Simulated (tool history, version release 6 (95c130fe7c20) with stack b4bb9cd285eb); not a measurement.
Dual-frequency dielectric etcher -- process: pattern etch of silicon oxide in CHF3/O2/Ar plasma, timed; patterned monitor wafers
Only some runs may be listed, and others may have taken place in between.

run,hour,source power (kW),bias power (kW),etch time (s),mean etch depth across the wafer (nm)
1,0.0,0.600,0.123,292.0,511.26
2,0.9,0.650,0.123,292.0,535.53
3,9.0,0.620,0.122,292.0,529.28
4,16.6,0.590,0.120,291.5,502.17
5,21.9,0.680,0.120,291.5,537.81
6,27.2,0.680,0.120,270.5,504.09
7,33.3,0.660,0.119,270.5,491.66
8,36.1,0.640,0.118,270.5,484.20

Forecast run 9:
9,40.1,0.630,0.118,270.5,?

mean etch depth across the wafer (nm): 476.98
